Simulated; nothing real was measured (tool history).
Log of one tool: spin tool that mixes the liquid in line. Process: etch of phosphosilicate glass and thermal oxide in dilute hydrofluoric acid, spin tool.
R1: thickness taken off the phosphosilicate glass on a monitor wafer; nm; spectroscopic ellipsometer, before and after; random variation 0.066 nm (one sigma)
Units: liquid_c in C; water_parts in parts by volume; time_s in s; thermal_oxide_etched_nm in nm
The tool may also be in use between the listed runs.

{"run": 1, "hour": 0.0, "liquid_c": 25, "water_parts": 265, "time_s": 30, "R1": 19.252, "thermal_oxide_etched_nm": 0.4977}
{"run": 2, "hour": 4.1, "liquid_c": 25, "water_parts": 180, "time_s": 30, "R1": 31.339, "thermal_oxide_etched_nm": 0.81077}
{"run": 3, "hour": 8.1, "liquid_c": 25, "water_parts": 180, "time_s": 20, "R1": 20.882, "thermal_oxide_etched_nm": 0.51672}
{"run": 4, "hour": 13.9, "liquid_c": 24, "water_parts": 205, "time_s": 20, "R1": 17.068, "thermal_oxide_etched_nm": 0.48074}
{"run": 5, "hour": 16.5, "liquid_c": 24, "water_parts": 205, "time_s": 15, "R1": 12.735, "thermal_oxide_etched_nm": 0.30363}
{"run": 6, "hour": 21.5, "liquid_c": 24, "water_parts": 205, "time_s": 20, "R1": 17.161, "thermal_oxide_etched_nm": 0.38998}

Forecast run 7:
{"run": 7, "hour": 25.0, "liquid_c": 24, "water_parts": 205, "time_s": 20, "R1": "?", "thermal_oxide_etched_nm": "?"}

R1: 16.991 nm
thermal_oxide_etched_nm: 0.45659 nm
